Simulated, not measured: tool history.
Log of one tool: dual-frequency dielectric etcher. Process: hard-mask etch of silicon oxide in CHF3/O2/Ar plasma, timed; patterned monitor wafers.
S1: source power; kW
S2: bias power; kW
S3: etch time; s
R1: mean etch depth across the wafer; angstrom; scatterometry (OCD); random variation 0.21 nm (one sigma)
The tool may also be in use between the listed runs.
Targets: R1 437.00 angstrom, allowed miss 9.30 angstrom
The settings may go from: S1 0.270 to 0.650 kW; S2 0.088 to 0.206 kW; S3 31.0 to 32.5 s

run,hour,S1,S2,S3,R1
1,0.0,0.460,0.147,31.0,540.86
2,7.7,0.510,0.147,31.0,564.27
3,14.9,0.440,0.147,31.0,522.45
4,19.7,0.440,0.147,31.0,524.89
5,25.8,0.440,0.170,31.0,543.23
6,30.4,0.370,0.170,31.0,498.94
7,33.9,0.340,0.167,31.0,475.11
8,38.4,0.340,0.167,31.0,480.12
9,40.6,0.320,0.164,31.0,459.40
10,46.1,0.310,0.163,31.0,447.34

Which of these 4 next moves meets every target?
A,51.6,0.290,0.169,32.5,?
B,51.6,0.280,0.174,32.0,?
C,51.6,0.270,0.183,31.0,?
D,51.6,0.310,0.169,31.5,?

move,R1
A,453.90
B,438.42
C,418.50
D,458.51
A: further off than the last run
B: meets every target
C: takes the result that was furthest off past its target
D: further off than the last run
Move B is the one to make.
